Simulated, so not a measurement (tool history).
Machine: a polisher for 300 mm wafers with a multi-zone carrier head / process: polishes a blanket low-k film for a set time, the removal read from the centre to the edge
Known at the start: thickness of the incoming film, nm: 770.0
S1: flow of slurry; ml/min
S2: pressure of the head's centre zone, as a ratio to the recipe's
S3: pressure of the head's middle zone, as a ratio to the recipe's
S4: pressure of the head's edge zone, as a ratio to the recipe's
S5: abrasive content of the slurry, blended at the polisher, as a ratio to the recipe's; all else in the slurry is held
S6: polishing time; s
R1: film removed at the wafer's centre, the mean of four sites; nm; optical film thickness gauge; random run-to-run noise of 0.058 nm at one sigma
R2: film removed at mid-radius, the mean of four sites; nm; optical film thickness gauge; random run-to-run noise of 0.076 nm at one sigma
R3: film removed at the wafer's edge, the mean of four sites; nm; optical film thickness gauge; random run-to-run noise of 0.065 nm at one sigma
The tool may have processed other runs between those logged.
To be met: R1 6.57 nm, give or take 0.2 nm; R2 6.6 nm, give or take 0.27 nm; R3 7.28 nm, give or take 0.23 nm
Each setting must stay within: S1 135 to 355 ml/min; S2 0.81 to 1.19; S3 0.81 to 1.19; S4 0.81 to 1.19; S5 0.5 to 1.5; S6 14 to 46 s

run	hour	S1	S2	S3	S4	S5	S6	R1	R2	R3
1	0	225	1	1	1	1	30	10.78	10.34	10.739
2	1	225	1	1	1	1	25	8.9553	8.6807	8.9595
3	8.1	225	1	1.05	1	1	25	8.9596	9.0938	8.9945
4	16.2	245	1	1.05	1	1	25	9.1073	9.1887	9.0481
5	23.2	245	1	1.1	1	1	25	8.9752	9.5767	8.9428
6	27.6	235	0.96	1.04	0.97	0.9	25	8.3526	8.7496	8.4712
7	34.8	190	0.86	0.94	0.93	0.65	25	6.0908	6.5328	6.8471
8	40.8	205	0.87	0.93	0.95	0.65	25	6.3597	6.6306	7.0026
9	48.7	205	0.87	0.93	0.95	0.65	25	6.3211	6.6507	6.9873
10	55.2	210	0.87	0.92	0.97	0.65	25	6.3372	6.6475	7.2568

5 candidate next runs follow, results not yet known. Just one meets every target within its allowed miss. Identify it.
A	61.7	260	0.98	0.96	1.07	0.55	26	?	?	?
B	61.7	185	0.94	0.9	1.05	0.65	26	?	?	?
C	61.7	200	0.87	0.9	1	0.8	25	?	?	?
D	61.7	240	0.9	0.92	0.99	0.6	26	?	?	?
E	61.7	195	0.84	0.9	0.95	0.7	24	?	?	?

move	R1	R2	R3
A	7.0308	6.6235	7.3631
B	6.9567	6.5153	7.6687
C	6.9367	7.0169	8.0346
D	6.6747	6.6246	7.3634
E	6.0043	6.2969	7.0414
A: the result that was furthest off in the last run now lies on the other side of its target
B: the result that was furthest off in the last run now lies on the other side of its target
C: the result that was furthest off in the last run now lies on the other side of its target
D: all results land within tolerance of their targets
E: moves away from the targets compared with the last run
D meets every target.
